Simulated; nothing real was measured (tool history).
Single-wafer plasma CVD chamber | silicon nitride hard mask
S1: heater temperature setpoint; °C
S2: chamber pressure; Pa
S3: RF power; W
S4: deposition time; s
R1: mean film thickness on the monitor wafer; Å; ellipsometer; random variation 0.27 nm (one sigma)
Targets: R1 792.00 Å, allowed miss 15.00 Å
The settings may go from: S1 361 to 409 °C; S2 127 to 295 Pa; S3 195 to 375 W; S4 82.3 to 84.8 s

run 1 hour=0.0 | S1=385 S2=211 S3=285 S4=82.3 | R1=926.06
run 2 hour=2.9 | S1=385 S2=211 S3=285 S4=84.8 | R1=952.37
run 3 hour=7.1 | S1=376 S2=211 S3=285 S4=84.8 | R1=954.90
run 4 hour=15.4 | S1=376 S2=192 S3=275 S4=84.6 | R1=907.43
run 5 hour=17.2 | S1=376 S2=192 S3=290 S4=84.6 | R1=931.49
run 6 hour=25.2 | S1=376 S2=192 S3=320 S4=84.6 | R1=978.35
run 7 hour=28.7 | S1=376 S2=176 S3=300 S4=84.2 | R1=913.61
run 8 hour=33.0 | S1=376 S2=164 S3=290 S4=84.0 | R1=883.08
run 9 hour=41.1 | S1=376 S2=155 S3=280 S4=83.8 | R1=835.71
run 10 hour=45.6 | S1=376 S2=148 S3=280 S4=83.8 | R1=824.10
run 11 hour=52.5 | S1=376 S2=143 S3=280 S4=83.8 | R1=816.68

Which of these 4 next moves meets every target?
run A hour=59.4 | S1=371 S2=145 S3=275 S4=82.3 | R1=?
run B hour=59.4 | S1=374 S2=135 S3=305 S4=84.0 | R1=?
run C hour=59.4 | S1=378 S2=152 S3=275 S4=84.3 | R1=?
run D hour=59.4 | S1=383 S2=127 S3=270 S4=83.4 | R1=?

move=A R1=797.91
move=B R1=831.12
move=C R1=829.78
move=D R1=752.94
A: meets every target
B: further off than the last run
C: further off than the last run
D: takes the result that was furthest off past its target
Answer: A
